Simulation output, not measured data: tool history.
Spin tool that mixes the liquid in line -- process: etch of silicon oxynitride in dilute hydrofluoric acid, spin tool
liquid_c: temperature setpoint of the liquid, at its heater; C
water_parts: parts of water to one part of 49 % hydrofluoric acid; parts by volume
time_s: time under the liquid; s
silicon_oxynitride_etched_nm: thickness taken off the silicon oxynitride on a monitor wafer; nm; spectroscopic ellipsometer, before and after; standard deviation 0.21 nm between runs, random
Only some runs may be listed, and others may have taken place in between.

Run 1, hour 0.0: liquid_c 21.0 C, water_parts 110 parts by volume, time_s 305 s. Result: silicon_oxynitride_etched_nm 3.6165 nm.
Run 2, hour 5.7: liquid_c 23.5 C, water_parts 80 parts by volume, time_s 310 s. Result: silicon_oxynitride_etched_nm 5.8637 nm.
Run 3, hour 13.6: liquid_c 25.0 C, water_parts 60 parts by volume, time_s 310 s. Result: silicon_oxynitride_etched_nm 8.5821 nm.
Run 4, hour 17.0: liquid_c 25.0 C, water_parts 60 parts by volume, time_s 305 s. Result: silicon_oxynitride_etched_nm 8.4352 nm.
Run 5, hour 22.8: liquid_c 26.0 C, water_parts 50 parts by volume, time_s 305 s. Result: silicon_oxynitride_etched_nm 10.7490 nm.
Run 6, hour 26.8: liquid_c 26.0 C, water_parts 50 parts by volume, time_s 305 s. Result: silicon_oxynitride_etched_nm 10.7020 nm.
Run 7, hour 30.8: liquid_c 27.0 C, water_parts 50 parts by volume, time_s 305 s. Result: silicon_oxynitride_etched_nm 11.1600 nm.
Run 8, hour 37.3: liquid_c 27.5 C, water_parts 45 parts by volume, time_s 305 s. Result: silicon_oxynitride_etched_nm 12.4790 nm.

Run 9, settings as shown, results not yet in. Your forecast:
Run 9, hour 40.3: liquid_c 28.0 C, water_parts 45 parts by volume, time_s 305 s. Result: silicon_oxynitride_etched_nm ?.

{"run 9": {"silicon_oxynitride_etched_nm": 13.422}}
